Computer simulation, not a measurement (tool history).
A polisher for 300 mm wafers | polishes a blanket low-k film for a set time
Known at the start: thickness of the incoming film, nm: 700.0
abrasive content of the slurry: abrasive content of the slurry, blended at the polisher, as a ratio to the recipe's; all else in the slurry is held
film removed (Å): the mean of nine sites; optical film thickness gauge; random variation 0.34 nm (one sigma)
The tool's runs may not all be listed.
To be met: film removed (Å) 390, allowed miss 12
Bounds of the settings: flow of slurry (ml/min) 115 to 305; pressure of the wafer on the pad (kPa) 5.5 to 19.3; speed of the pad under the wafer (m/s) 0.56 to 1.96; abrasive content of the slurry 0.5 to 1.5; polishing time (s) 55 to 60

run  hour  flow of slurry (ml/min)  pressure of the wafer on the pad (kPa)  speed of the pad under the wafer (m/s)  abrasive content of the slurry  polishing time (s)  film removed (Å)
  1     0                      195                                    12.4                                    1.26                               1                  60            318.91
  2     3                      195                                    12.4                                    1.44                               1                  60            349.14
  3   6.9                      195                                    12.4                                    1.44                             0.8                  60            333.64
  4  11.8                      195                                    12.4                                    1.24                             0.8                  60            296.88
  5  19.2                      200                                    13.1                                    1.24                             0.8                  60            313.61
  6  22.3                      200                                    13.1                                    1.24                            0.95                  60             325.4
  7  23.9                      200                                    13.8                                    1.24                            0.95                  60            344.54
  8  25.9                      205                                    14.5                                    1.24                            0.95                  60            367.51

5 next moves are on the table. One of them brings every result within its allowed miss. Which?
  A  27.9                      190                                    13.1                                    1.16                             1.1                  60                 ?
  B  27.9                      180                                    13.8                                    1.28                               1                  56                 ?
  C  27.9                      300                                    13.8                                     1.1                               1                  60                 ?
  D  27.9                      280                                    15.9                                    1.14                            1.05                  60                 ?
  E  27.9                      175                                    15.2                                    1.08                               1                  59                 ?

move  film removed (Å)
   A            317.02
   B            325.08
   C            324.05
   D            384.91
   E            328.54
A: further off than the last run
B: further off than the last run
C: further off than the last run
D: meets every target
E: further off than the last run
The right move is D.
